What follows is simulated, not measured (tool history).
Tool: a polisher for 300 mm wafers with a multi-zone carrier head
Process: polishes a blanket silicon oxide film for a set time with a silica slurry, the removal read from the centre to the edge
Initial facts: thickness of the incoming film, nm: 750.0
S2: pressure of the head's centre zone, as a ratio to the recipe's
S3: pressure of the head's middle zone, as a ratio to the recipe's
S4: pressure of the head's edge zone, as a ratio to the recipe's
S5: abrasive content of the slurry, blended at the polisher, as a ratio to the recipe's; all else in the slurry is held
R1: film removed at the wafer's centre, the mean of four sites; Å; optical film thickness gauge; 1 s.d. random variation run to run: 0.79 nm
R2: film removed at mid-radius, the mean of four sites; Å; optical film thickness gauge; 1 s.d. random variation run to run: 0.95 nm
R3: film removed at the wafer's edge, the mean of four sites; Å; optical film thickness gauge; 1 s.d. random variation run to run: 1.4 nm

Run 1, hour 0.0: flow of slurry (ml/min) 190, S2 1.00, S3 1.00, S4 1.00, S5 1.00, polishing time (s) 34. Result: R1 1238.1 Å, R2 1258.30 Å, R3 1244.8 Å.
Run 2, hour 8.6: flow of slurry (ml/min) 190, S2 1.00, S3 1.00, S4 0.94, S5 1.00, polishing time (s) 34. Result: R1 1252.4 Å, R2 1280.10 Å, R3 1235.2 Å.
Run 3, hour 17.1: flow of slurry (ml/min) 190, S2 1.00, S3 0.91, S4 0.94, S5 1.00, polishing time (s) 34. Result: R1 1231.1 Å, R2 1205.30 Å, R3 1224.2 Å.
Run 4, hour 19.2: flow of slurry (ml/min) 185, S2 1.01, S3 0.89, S4 0.94, S5 0.95, polishing time (s) 34. Result: R1 1204.5 Å, R2 1153.80 Å, R3 1175.1 Å.
Run 5, hour 24.5: flow of slurry (ml/min) 180, S2 1.02, S3 0.88, S4 0.95, S5 0.95, polishing time (s) 34. Result: R1 1235.3 Å, R2 1142.90 Å, R3 1162.0 Å.
Run 6, hour 29.1: flow of slurry (ml/min) 175, S2 1.02, S3 0.87, S4 0.97, S5 0.95, polishing time (s) 34. Result: R1 1224.3 Å, R2 1108.70 Å, R3 1237.4 Å.
Run 7, hour 29.9: flow of slurry (ml/min) 135, S2 1.03, S3 0.81, S4 0.87, S5 0.85, polishing time (s) 34. Result: R1 1094.8 Å, R2 953.17 Å, R3 1056.5 Å.

Run 8 is up next; what results do you expect?
Run 8, hour 36.2: flow of slurry (ml/min) 140, S2 1.03, S3 0.81, S4 0.87, S5 0.85, polishing time (s) 34. Result: R1 ?, R2 ?, R3 ?.

For run 8 the tool returned R1 1110.2 Å, R2 969.40 Å, R3 1056.8 Å.
